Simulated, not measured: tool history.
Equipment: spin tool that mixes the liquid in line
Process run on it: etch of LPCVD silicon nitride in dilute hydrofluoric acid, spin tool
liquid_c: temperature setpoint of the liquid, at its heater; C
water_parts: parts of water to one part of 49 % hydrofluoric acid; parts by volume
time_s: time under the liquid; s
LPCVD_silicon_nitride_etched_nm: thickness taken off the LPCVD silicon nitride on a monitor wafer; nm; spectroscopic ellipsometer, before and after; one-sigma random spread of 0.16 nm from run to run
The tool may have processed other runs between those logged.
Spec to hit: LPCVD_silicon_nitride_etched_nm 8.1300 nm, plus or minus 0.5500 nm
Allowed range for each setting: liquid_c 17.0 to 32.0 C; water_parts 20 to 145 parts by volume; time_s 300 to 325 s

run	hour	liquid_c	water_parts	time_s	LPCVD_silicon_nitride_etched_nm
1	0.0	24.0	80	300	2.6024
2	5.8	25.5	65	300	3.6127
3	8.4	25.5	65	300	3.5217
4	16.1	27.0	65	300	4.0703
5	18.1	28.0	60	300	4.5218
6	22.5	29.0	55	300	5.3152
7	29.9	29.5	50	300	6.0706
8	32.9	30.0	50	300	6.3218
9	38.7	30.5	50	300	6.5241
# hour 46.0: hydrofluoric acid flow meter replaced
10	46.0	31.0	50	300	6.1495
11	51.4	31.0	45	300	6.8986

Of the 5 settings listed for the next run, only one would bring every result within its allowed miss of target. Which one?
A	56.8	32.0	65	305	?
B	56.8	32.0	55	320	?
C	56.8	32.0	55	310	?
D	56.8	30.5	55	300	?
E	56.8	32.0	40	305	?

move	LPCVD_silicon_nitride_etched_nm
A	5.1796
B	6.4205
C	6.2199
D	5.4707
E	8.3907
A: further off than the last run
B: further off than the last run
C: further off than the last run
D: further off than the last run
E: hits every target within its allowed miss
Go with E: it meets all targets.

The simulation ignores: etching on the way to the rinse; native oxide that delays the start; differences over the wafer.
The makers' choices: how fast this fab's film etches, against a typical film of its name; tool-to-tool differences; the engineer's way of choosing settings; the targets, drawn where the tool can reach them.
